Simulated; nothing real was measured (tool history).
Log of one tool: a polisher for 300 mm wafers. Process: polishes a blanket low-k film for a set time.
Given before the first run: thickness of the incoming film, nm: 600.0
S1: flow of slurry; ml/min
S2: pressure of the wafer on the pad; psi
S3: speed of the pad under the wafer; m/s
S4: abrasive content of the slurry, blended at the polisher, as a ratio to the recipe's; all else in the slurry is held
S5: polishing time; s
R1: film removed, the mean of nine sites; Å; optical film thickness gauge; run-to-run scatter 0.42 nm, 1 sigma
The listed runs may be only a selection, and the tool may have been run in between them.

{"run": 1, "hour": 0.0, "S1": 140, "S2": 1.5, "S3": 0.82, "S4": 1, "S5": 99, "R1": 244.88}
{"run": 2, "hour": 4.7, "S1": 140, "S2": 1.5, "S3": 0.96, "S4": 1, "S5": 99, "R1": 273.66}
{"run": 3, "hour": 13.4, "S1": 145, "S2": 1.6, "S3": 0.96, "S4": 1, "S5": 99, "R1": 298.6}
{"run": 4, "hour": 16.4, "S1": 145, "S2": 1.6, "S3": 0.96, "S4": 1, "S5": 99, "R1": 294.78}
{"run": 5, "hour": 20.1, "S1": 145, "S2": 1.3, "S3": 0.96, "S4": 1, "S5": 99, "R1": 242.13}
{"run": 6, "hour": 22.6, "S1": 150, "S2": 1.4, "S3": 0.96, "S4": 1, "S5": 99, "R1": 260.23}
{"run": 7, "hour": 25.5, "S1": 150, "S2": 1.5, "S3": 0.96, "S4": 1, "S5": 99, "R1": 278.31}
{"run": 8, "hour": 29.3, "S1": 150, "S2": 1.6, "S3": 0.96, "S4": 1, "S5": 99, "R1": 298.33}
{"run": 9, "hour": 35.0, "S1": 155, "S2": 1.7, "S3": 0.96, "S4": 1, "S5": 99, "R1": 316.57}
{"run": 10, "hour": 36.6, "S1": 155, "S2": 1.8, "S3": 0.96, "S4": 1, "S5": 99, "R1": 327.66}

Expected results for the next run?
{"run": 11, "hour": 45.1, "S1": 155, "S2": 1.9, "S3": 0.96, "S4": 1, "S5": 99, "R1": "?"}

R1: 348.44 Å
